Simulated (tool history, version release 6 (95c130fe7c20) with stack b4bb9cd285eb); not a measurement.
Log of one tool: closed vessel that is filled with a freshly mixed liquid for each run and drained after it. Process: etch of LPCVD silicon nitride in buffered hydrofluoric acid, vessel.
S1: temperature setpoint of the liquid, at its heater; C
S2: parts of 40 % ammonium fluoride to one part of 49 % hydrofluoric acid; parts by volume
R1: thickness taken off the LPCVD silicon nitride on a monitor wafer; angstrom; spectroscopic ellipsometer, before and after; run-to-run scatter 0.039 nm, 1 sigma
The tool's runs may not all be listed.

{"run": 1, "hour": 0.0, "S1": 20.0, "S2": 9.0, "time in the liquid (s)": 670, "R1": 73.117}
{"run": 2, "hour": 6.5, "S1": 20.5, "S2": 9.0, "time in the liquid (s)": 670, "R1": 74.807}
{"run": 3, "hour": 15.0, "S1": 21.0, "S2": 9.0, "time in the liquid (s)": 670, "R1": 77.19}
{"run": 4, "hour": 17.5, "S1": 21.0, "S2": 6.5, "time in the liquid (s)": 670, "R1": 108.57}
{"run": 5, "hour": 18.9, "S1": 21.0, "S2": 6.5, "time in the liquid (s)": 725, "R1": 116.51}
{"run": 6, "hour": 24.1, "S1": 20.5, "S2": 6.5, "time in the liquid (s)": 725, "R1": 114.18}
{"run": 7, "hour": 28.0, "S1": 20.0, "S2": 6.5, "time in the liquid (s)": 725, "R1": 110.64}
{"run": 8, "hour": 34.4, "S1": 19.5, "S2": 6.5, "time in the liquid (s)": 725, "R1": 107.96}
{"run": 9, "hour": 43.1, "S1": 19.0, "S2": 6.5, "time in the liquid (s)": 725, "R1": 104.52}

Predict the results of run 10:
{"run": 10, "hour": 46.9, "S1": 18.0, "S2": 7.0, "time in the liquid (s)": 725, "R1": "?"}

{"run 10": {"R1": 92.995}}
